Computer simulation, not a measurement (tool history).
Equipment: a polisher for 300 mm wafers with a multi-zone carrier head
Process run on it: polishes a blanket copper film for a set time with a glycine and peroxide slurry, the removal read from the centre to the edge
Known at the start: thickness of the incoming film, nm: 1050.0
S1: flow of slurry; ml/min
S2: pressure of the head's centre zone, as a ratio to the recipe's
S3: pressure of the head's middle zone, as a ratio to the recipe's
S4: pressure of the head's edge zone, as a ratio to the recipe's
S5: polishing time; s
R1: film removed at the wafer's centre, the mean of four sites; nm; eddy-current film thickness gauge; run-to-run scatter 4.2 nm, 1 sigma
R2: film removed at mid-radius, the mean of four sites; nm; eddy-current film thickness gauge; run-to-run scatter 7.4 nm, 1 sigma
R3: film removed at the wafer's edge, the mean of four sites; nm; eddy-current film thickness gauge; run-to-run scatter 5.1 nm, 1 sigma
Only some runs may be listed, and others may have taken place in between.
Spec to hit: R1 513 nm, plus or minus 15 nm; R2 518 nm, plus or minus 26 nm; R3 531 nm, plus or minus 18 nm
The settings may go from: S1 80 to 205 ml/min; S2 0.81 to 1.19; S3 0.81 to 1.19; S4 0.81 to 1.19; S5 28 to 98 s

{"run": 1, "hour": 0.0, "S1": 135, "S2": 1, "S3": 1, "S4": 1, "S5": 63, "R1": 400.7, "R2": 415.3, "R3": 419.43}
{"run": 2, "hour": 7.0, "S1": 160, "S2": 1, "S3": 1, "S4": 1, "S5": 63, "R1": 415.09, "R2": 429.08, "R3": 435.63}
{"run": 3, "hour": 15.3, "S1": 190, "S2": 1, "S3": 1, "S4": 1, "S5": 63, "R1": 428.12, "R2": 438.47, "R3": 445.93}
{"run": 4, "hour": 23.8, "S1": 190, "S2": 1, "S3": 1, "S4": 0.93, "S5": 63, "R1": 433.4, "R2": 446.2, "R3": 426.46}
{"run": 5, "hour": 31.0, "S1": 160, "S2": 1, "S3": 1, "S4": 0.93, "S5": 63, "R1": 414.22, "R2": 422.98, "R3": 417.73}
{"run": 6, "hour": 35.8, "S1": 190, "S2": 1, "S3": 1, "S4": 0.93, "S5": 63, "R1": 434.18, "R2": 430.18, "R3": 429.18}
{"run": 7, "hour": 44.0, "S1": 190, "S2": 1.01, "S3": 1, "S4": 0.95, "S5": 64, "R1": 438.88, "R2": 453.92, "R3": 438.86}
{"run": 8, "hour": 51.6, "S1": 190, "S2": 1.02, "S3": 1, "S4": 0.96, "S5": 65, "R1": 453.1, "R2": 458.7, "R3": 442.57}
{"run": 9, "hour": 54.7, "S1": 190, "S2": 1.02, "S3": 1, "S4": 0.97, "S5": 66, "R1": 458.93, "R2": 461.68, "R3": 462.57}
{"hour": 59.9, "done": "edge zone pressure recalibrated"}
{"run": 10, "hour": 59.9, "S1": 190, "S2": 1.03, "S3": 1.01, "S4": 0.98, "S5": 66, "R1": 463.94, "R2": 474.6, "R3": 440.98}
{"run": 11, "hour": 61.5, "S1": 190, "S2": 1.03, "S3": 1.01, "S4": 0.99, "S5": 67, "R1": 480.58, "R2": 470.13, "R3": 447.58}
{"run": 12, "hour": 70.4, "S1": 190, "S2": 1.02, "S3": 1.01, "S4": 0.99, "S5": 68, "R1": 473.72, "R2": 469.92, "R3": 451.34}
{"run": 13, "hour": 79.1, "S1": 190, "S2": 1.01, "S3": 1.01, "S4": 0.99, "S5": 69, "R1": 473.96, "R2": 480.68, "R3": 468.12}
{"run": 14, "hour": 88.0, "S1": 190, "S2": 1.01, "S3": 1.01, "S4": 1, "S5": 70, "R1": 489.44, "R2": 499.68, "R3": 473.08}
{"run": 15, "hour": 95.7, "S1": 190, "S2": 1.01, "S3": 1.01, "S4": 1, "S5": 70, "R1": 484.07, "R2": 491.8, "R3": 472.04}
{"run": 16, "hour": 100.6, "S1": 190, "S2": 1.01, "S3": 1.01, "S4": 1, "S5": 71, "R1": 491.42, "R2": 492.35, "R3": 488.21}

Which one of the following 5 next-run settings gets every result inside its allowed miss? There is exactly one.
{"run": "A", "hour": 105.5, "S1": 160, "S2": 0.93, "S3": 0.87, "S4": 1.09, "S5": 83, "R1": "?", "R2": "?", "R3": "?"}
{"run": "B", "hour": 105.5, "S1": 200, "S2": 0.94, "S3": 0.92, "S4": 0.94, "S5": 79, "R1": "?", "R2": "?", "R3": "?"}
{"run": "C", "hour": 105.5, "S1": 205, "S2": 0.9, "S3": 0.92, "S4": 0.98, "S5": 73, "R1": "?", "R2": "?", "R3": "?"}
{"run": "D", "hour": 105.5, "S1": 200, "S2": 1.13, "S3": 0.98, "S4": 0.97, "S5": 65, "R1": "?", "R2": "?", "R3": "?"}
{"run": "E", "hour": 105.5, "S1": 195, "S2": 0.94, "S3": 0.84, "S4": 1.02, "S5": 74, "R1": "?", "R2": "?", "R3": "?"}

move=A R1=507.25 R2=516.58 R3=562.67
move=B R1=509 R2=529.53 R3=517.41
move=C R1=452.64 R2=491.16 R3=487.5
move=D R1=501.57 R2=454 R3=430.83
move=E R1=474.55 R2=465.71 R3=500.06
A: takes the biggest miss from the last run beyond its target
B: all results land within tolerance of their targets
C: misses by more than the last run did
D: misses by more than the last run did
E: misses by more than the last run did
B meets every target.
